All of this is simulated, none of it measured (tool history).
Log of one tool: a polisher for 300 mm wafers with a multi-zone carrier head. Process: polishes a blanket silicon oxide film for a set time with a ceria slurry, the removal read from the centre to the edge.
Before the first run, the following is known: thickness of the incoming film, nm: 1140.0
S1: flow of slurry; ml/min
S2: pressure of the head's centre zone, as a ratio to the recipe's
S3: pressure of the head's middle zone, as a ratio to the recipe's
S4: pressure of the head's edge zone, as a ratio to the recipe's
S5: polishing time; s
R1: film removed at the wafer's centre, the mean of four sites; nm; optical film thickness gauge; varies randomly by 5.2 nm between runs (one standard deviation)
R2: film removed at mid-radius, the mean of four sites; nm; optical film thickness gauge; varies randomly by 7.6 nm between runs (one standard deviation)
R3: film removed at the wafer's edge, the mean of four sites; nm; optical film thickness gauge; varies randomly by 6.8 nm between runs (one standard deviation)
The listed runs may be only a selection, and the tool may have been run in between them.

| run | hour | S1 | S2 | S3 | S4 | S5 | R1 | R2 | R3 |
|---|---|---|---|---|---|---|---|---|---|
| 1 | 0 | 180 | 1 | 1 | 1 | 68 | 385.21 | 387.3 | 363.5 |
| 2 | 4.3 | 180 | 1.07 | 1 | 1 | 68 | 408.12 | 377.06 | 372.88 |
| 3 | 7.2 | 180 | 1 | 1 | 1 | 68 | 382.15 | 370.84 | 375.89 |
| 4 | 14.3 | 180 | 1 | 1 | 1 | 75 | 423.2 | 407.29 | 411.86 |
| 5 | 21.5 | 180 | 1 | 1 | 0.97 | 75 | 413.59 | 410.3 | 419.59 |
| 6 | 26.6 | 180 | 1 | 1 | 1 | 75 | 418.32 | 404.02 | 419.08 |

What will run 7 give?
| 7 | 31.8 | 190 | 1.03 | 1.03 | 0.99 | 77 | ? | ? | ? |

Run 7 came out at R1 443.24 nm, R2 442.1 nm, R3 420.02 nm.

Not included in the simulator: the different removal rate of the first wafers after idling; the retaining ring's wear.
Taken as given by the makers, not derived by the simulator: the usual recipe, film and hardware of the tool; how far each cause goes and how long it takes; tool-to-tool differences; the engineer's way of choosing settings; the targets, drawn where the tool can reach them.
